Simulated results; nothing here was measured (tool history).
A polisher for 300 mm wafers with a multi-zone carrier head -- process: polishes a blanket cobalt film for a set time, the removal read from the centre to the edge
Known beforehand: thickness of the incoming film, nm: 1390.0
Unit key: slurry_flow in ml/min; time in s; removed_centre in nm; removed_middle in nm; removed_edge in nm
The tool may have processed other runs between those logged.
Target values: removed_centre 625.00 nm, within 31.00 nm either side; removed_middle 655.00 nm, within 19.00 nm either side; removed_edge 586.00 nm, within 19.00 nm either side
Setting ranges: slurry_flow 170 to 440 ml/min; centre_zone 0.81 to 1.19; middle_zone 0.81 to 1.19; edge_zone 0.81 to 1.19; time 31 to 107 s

Run 1, hour 0.0: slurry_flow 280 ml/min, centre_zone 1.00, middle_zone 1.00, edge_zone 1.00, time 69 s. Result: removed_centre 477.75 nm, removed_middle 479.40 nm, removed_edge 462.72 nm.
Run 2, hour 7.7: slurry_flow 285 ml/min, centre_zone 1.01, middle_zone 1.02, edge_zone 1.01, time 70 s. Result: removed_centre 486.61 nm, removed_middle 497.18 nm, removed_edge 468.33 nm.
Run 3, hour 9.0: slurry_flow 285 ml/min, centre_zone 1.05, middle_zone 1.02, edge_zone 1.01, time 70 s. Result: removed_centre 499.22 nm, removed_middle 493.07 nm, removed_edge 475.75 nm.
Run 4, hour 10.6: slurry_flow 340 ml/min, centre_zone 1.05, middle_zone 1.02, edge_zone 1.01, time 70 s. Result: removed_centre 516.24 nm, removed_middle 496.52 nm, removed_edge 474.47 nm.
Run 5, hour 15.9: slurry_flow 340 ml/min, centre_zone 1.05, middle_zone 1.06, edge_zone 1.01, time 70 s. Result: removed_centre 509.23 nm, removed_middle 511.43 nm, removed_edge 481.62 nm.
Run 6, hour 21.4: slurry_flow 340 ml/min, centre_zone 1.06, middle_zone 1.07, edge_zone 1.01, time 71 s. Result: removed_centre 522.87 nm, removed_middle 529.38 nm, removed_edge 476.70 nm.
Run 7, hour 27.2: slurry_flow 340 ml/min, centre_zone 1.06, middle_zone 1.07, edge_zone 1.02, time 72 s. Result: removed_centre 529.31 nm, removed_middle 539.58 nm, removed_edge 494.25 nm.
Run 8, hour 28.0: slurry_flow 340 ml/min, centre_zone 1.07, middle_zone 1.08, edge_zone 1.03, time 73 s. Result: removed_centre 542.48 nm, removed_middle 550.18 nm, removed_edge 504.07 nm.
Run 9, hour 32.4: slurry_flow 340 ml/min, centre_zone 1.08, middle_zone 1.09, edge_zone 1.04, time 74 s. Result: removed_centre 567.75 nm, removed_middle 555.96 nm, removed_edge 514.67 nm.

Which one of the following 5 next-run settings gets every result inside its allowed miss? There is exactly one.
Run A, hour 36.8: slurry_flow 405 ml/min, centre_zone 1.19, middle_zone 1.19, edge_zone 0.87, time 85 s. Result: removed_centre ?, removed_middle ?, removed_edge ?.
Run B, hour 36.8: slurry_flow 325 ml/min, centre_zone 1.08, middle_zone 1.12, edge_zone 1.05, time 84 s. Result: removed_centre ?, removed_middle ?, removed_edge ?.
Run C, hour 36.8: slurry_flow 260 ml/min, centre_zone 0.85, middle_zone 1.12, edge_zone 1.19, time 84 s. Result: removed_centre ?, removed_middle ?, removed_edge ?.
Run D, hour 36.8: slurry_flow 355 ml/min, centre_zone 1.13, middle_zone 1.12, edge_zone 1.04, time 92 s. Result: removed_centre ?, removed_middle ?, removed_edge ?.
Run E, hour 36.8: slurry_flow 325 ml/min, centre_zone 1.12, middle_zone 1.03, edge_zone 1.18, time 88 s. Result: removed_centre ?, removed_middle ?, removed_edge ?.

move  removed_centre  removed_middle  removed_edge
   A          690.91          714.43        544.04
   B          618.79          660.16        581.36
   C          499.58          649.34        611.56
   D          708.71          727.45        636.80
   E          667.80          643.64        647.10
A: pushes the last run's worst result past its target
B: in spec on every target
C: brings the last run's worst result on target, with another outside its allowed miss
D: pushes the last run's worst result past its target
E: brings the last run's worst result on target, with another outside its allowed miss
Go with B: it meets all targets.
